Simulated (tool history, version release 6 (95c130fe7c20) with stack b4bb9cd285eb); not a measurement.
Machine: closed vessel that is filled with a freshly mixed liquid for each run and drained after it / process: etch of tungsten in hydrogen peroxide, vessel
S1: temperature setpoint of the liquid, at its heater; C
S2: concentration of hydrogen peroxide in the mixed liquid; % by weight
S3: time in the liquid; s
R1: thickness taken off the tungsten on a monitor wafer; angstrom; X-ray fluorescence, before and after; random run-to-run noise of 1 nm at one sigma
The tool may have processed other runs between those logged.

{"run": 1, "hour": 0.0, "S1": 55, "S2": 23.5, "S3": 30, "R1": 671.44}
{"run": 2, "hour": 5.6, "S1": 61.5, "S2": 23.5, "S3": 30, "R1": 977.52}
{"run": 3, "hour": 10.4, "S1": 56, "S2": 23.5, "S3": 30, "R1": 725.16}
{"run": 4, "hour": 16.1, "S1": 56, "S2": 21, "S3": 30, "R1": 682.08}
{"run": 5, "hour": 24.3, "S1": 56, "S2": 21, "S3": 30, "R1": 685.99}
{"run": 6, "hour": 27.6, "S1": 56, "S2": 21, "S3": 30, "R1": 669.91}

The next listed run, before its measurement:
{"run": 7, "hour": 34.6, "S1": 59.5, "S2": 21.5, "S3": 30, "R1": "?"}

Run 7 measured R1 836.29 angstrom.

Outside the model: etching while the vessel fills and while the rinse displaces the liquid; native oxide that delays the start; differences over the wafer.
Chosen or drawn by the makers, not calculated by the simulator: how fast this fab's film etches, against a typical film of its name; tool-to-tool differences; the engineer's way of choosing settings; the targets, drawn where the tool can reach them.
